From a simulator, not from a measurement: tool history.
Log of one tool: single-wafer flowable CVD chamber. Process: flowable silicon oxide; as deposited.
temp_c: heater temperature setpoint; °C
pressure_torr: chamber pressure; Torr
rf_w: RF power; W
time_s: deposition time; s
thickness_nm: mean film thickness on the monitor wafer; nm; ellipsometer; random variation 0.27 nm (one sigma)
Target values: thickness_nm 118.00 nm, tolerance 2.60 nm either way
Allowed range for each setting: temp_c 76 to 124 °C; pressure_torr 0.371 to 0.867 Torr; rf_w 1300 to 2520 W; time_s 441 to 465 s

run 1 day=0.000 | temp_c=100 pressure_torr=0.619 rf_w=1910 time_s=465 | thickness_nm=196.03
run 2 day=0.046 | temp_c=100 pressure_torr=0.619 rf_w=1910 time_s=465 | thickness_nm=195.24
run 3 day=0.408 | temp_c=100 pressure_torr=0.540 rf_w=1910 time_s=465 | thickness_nm=171.73
run 4 day=0.792 | temp_c=100 pressure_torr=0.540 rf_w=2070 time_s=465 | thickness_nm=173.74
run 5 day=1.079 | temp_c=101 pressure_torr=0.540 rf_w=2070 time_s=465 | thickness_nm=167.69
run 6 day=1.308 | temp_c=101 pressure_torr=0.540 rf_w=2070 time_s=465 | thickness_nm=166.26
run 7 day=1.529 | temp_c=102 pressure_torr=0.540 rf_w=2070 time_s=465 | thickness_nm=160.92
run 8 day=1.767 | temp_c=103 pressure_torr=0.540 rf_w=2070 time_s=465 | thickness_nm=154.13
run 9 day=2.100 | temp_c=104 pressure_torr=0.540 rf_w=2070 time_s=465 | thickness_nm=149.50
run 10 day=2.292 | temp_c=105 pressure_torr=0.540 rf_w=2070 time_s=465 | thickness_nm=143.47
run 11 day=2.404 | temp_c=106 pressure_torr=0.540 rf_w=2070 time_s=465 | thickness_nm=138.21
run 12 day=2.467 | temp_c=106 pressure_torr=0.540 rf_w=2070 time_s=465 | thickness_nm=138.51

Which one of the following 4 next-run settings gets every result inside its allowed miss? There is exactly one.
run A day=2.529 | temp_c=121 pressure_torr=0.757 rf_w=2505 time_s=441 | thickness_nm=?
run B day=2.529 | temp_c=104 pressure_torr=0.450 rf_w=1820 time_s=442 | thickness_nm=?
run C day=2.529 | temp_c=108 pressure_torr=0.484 rf_w=2030 time_s=443 | thickness_nm=?
run D day=2.529 | temp_c=107 pressure_torr=0.501 rf_w=2420 time_s=465 | thickness_nm=?

move=A thickness_nm=110.97
move=B thickness_nm=116.87
move=C thickness_nm=109.61
move=D thickness_nm=126.27
A: the result that was furthest off in the last run now lies on the other side of its target
B: all results in spec
C: the result that was furthest off in the last run now lies on the other side of its target
D: moves toward the targets from the last run without getting all of them in spec
Correct choice: B, which meets every target
